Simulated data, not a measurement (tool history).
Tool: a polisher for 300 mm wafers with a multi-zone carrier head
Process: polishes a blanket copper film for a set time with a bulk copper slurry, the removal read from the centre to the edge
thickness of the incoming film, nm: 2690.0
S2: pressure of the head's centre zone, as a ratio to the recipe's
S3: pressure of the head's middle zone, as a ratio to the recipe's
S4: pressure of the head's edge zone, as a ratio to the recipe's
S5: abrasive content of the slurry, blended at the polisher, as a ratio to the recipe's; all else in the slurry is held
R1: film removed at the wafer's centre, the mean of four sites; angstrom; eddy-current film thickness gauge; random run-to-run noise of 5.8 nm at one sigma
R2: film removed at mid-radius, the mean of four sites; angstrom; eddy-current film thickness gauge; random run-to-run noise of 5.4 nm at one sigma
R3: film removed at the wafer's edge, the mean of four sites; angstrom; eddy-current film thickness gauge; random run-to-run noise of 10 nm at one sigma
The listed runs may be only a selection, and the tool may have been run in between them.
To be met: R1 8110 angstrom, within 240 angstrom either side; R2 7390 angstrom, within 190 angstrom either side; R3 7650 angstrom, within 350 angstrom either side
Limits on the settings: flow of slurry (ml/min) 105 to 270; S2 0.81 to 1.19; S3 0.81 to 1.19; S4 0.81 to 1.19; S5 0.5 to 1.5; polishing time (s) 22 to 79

Run 1, hour 0: flow of slurry (ml/min) 175, S2 1, S3 1, S4 1, S5 1, polishing time (s) 50. Result: R1 5658.3 angstrom, R2 5768.5 angstrom, R3 5565.3 angstrom.
Run 2, hour 3.4: flow of slurry (ml/min) 175, S2 1, S3 1, S4 1, S5 1, polishing time (s) 58. Result: R1 6655 angstrom, R2 6742.2 angstrom, R3 6499.4 angstrom.
Run 3, hour 10.2: flow of slurry (ml/min) 145, S2 1, S3 1, S4 1, S5 1, polishing time (s) 58. Result: R1 6355.9 angstrom, R2 6561.4 angstrom, R3 6367.1 angstrom.
Run 4, hour 15.9: flow of slurry (ml/min) 155, S2 1.01, S3 1, S4 1.02, S5 1, polishing time (s) 58. Result: R1 6477.1 angstrom, R2 6616.8 angstrom, R3 6498.5 angstrom.
Run 5, hour 20.2: flow of slurry (ml/min) 165, S2 1.02, S3 1, S4 1.03, S5 1, polishing time (s) 58. Result: R1 6668.3 angstrom, R2 6653.1 angstrom, R3 6591.6 angstrom.
Run 6, hour 23.9: flow of slurry (ml/min) 175, S2 1.03, S3 1, S4 1.04, S5 1, polishing time (s) 58. Result: R1 6700.2 angstrom, R2 6739.6 angstrom, R3 6740.5 angstrom.
Run 7, hour 26.4: flow of slurry (ml/min) 185, S2 1.04, S3 1, S4 1.04, S5 1, polishing time (s) 58. Result: R1 6886.7 angstrom, R2 6800.9 angstrom, R3 6912.1 angstrom.
Run 8, hour 33.2: flow of slurry (ml/min) 190, S2 1.05, S3 1, S4 1.04, S5 1, polishing time (s) 58. Result: R1 7070.7 angstrom, R2 6893.6 angstrom, R3 6709.5 angstrom.
Run 9, hour 39.5: flow of slurry (ml/min) 220, S2 1.08, S3 0.95, S4 1.14, S5 1.25, polishing time (s) 59. Result: R1 7904.5 angstrom, R2 7079.9 angstrom, R3 7407.2 angstrom.
Run 10, hour 41.1: flow of slurry (ml/min) 230, S2 1.08, S3 0.96, S4 1.16, S5 1.25, polishing time (s) 59. Result: R1 7907.8 angstrom, R2 7211 angstrom, R3 7678.9 angstrom.

Exactly one of the 5 candidate moves below puts every result within its allowed miss. Which one?
Run A, hour 42.7: flow of slurry (ml/min) 170, S2 1.1, S3 0.95, S4 1.12, S5 1.35, polishing time (s) 59. Result: R1 ?, R2 ?, R3 ?.
Run B, hour 42.7: flow of slurry (ml/min) 270, S2 1.09, S3 0.86, S4 1.19, S5 1.2, polishing time (s) 61. Result: R1 ?, R2 ?, R3 ?.
Run C, hour 42.7: flow of slurry (ml/min) 160, S2 1.05, S3 1.04, S4 1.19, S5 1.25, polishing time (s) 61. Result: R1 ?, R2 ?, R3 ?.
Run D, hour 42.7: flow of slurry (ml/min) 265, S2 1.1, S3 1, S4 1.17, S5 1.4, polishing time (s) 57. Result: R1 ?, R2 ?, R3 ?.
Run E, hour 42.7: flow of slurry (ml/min) 260, S2 1.01, S3 0.88, S4 1.15, S5 1.25, polishing time (s) 61. Result: R1 ?, R2 ?, R3 ?.

move      R1      R2      R3
   A  7732.7  6835.1  7482.2
   B  8360.7  6870.6  8231.5
   C  7431.6  7387.8  7799.5
   D  8089.6  7377.1  7807.4
   E  7761.7  7011.9    8115
A: lands further from the targets than the last run did
B: lands further from the targets than the last run did
C: brings the result that was furthest off to its target, and leaves another outside
D: in spec on every target
E: lands further from the targets than the last run did
So the answer is move D, the one that meets all the targets.
